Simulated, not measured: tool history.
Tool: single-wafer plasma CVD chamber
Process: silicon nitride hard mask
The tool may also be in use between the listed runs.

| run | day | heater temperature setpoint (°C) | chamber pressure (Pa) | RF power (W) | deposition time (s) | mean film thickness on the monitor wafer (nm) |
|---|---|---|---|---|---|---|
| 1 | 0.000 | 395 | 253 | 270 | 27.7 | 34.369 |
| 2 | 0.242 | 395 | 253 | 270 | 27.7 | 34.094 |
| 3 | 0.304 | 395 | 235 | 265 | 27.7 | 32.826 |
| 4 | 0.529 | 395 | 235 | 265 | 27.7 | 32.987 |
| 5 | 0.842 | 395 | 235 | 305 | 27.7 | 36.348 |
| 6 | 1.029 | 405 | 235 | 305 | 27.7 | 35.914 |

The next listed run, before its measurement:
| 7 | 1.138 | 405 | 213 | 295 | 27.6 | ? |

Run 7 gave mean film thickness on the monitor wafer (nm) 33.748.

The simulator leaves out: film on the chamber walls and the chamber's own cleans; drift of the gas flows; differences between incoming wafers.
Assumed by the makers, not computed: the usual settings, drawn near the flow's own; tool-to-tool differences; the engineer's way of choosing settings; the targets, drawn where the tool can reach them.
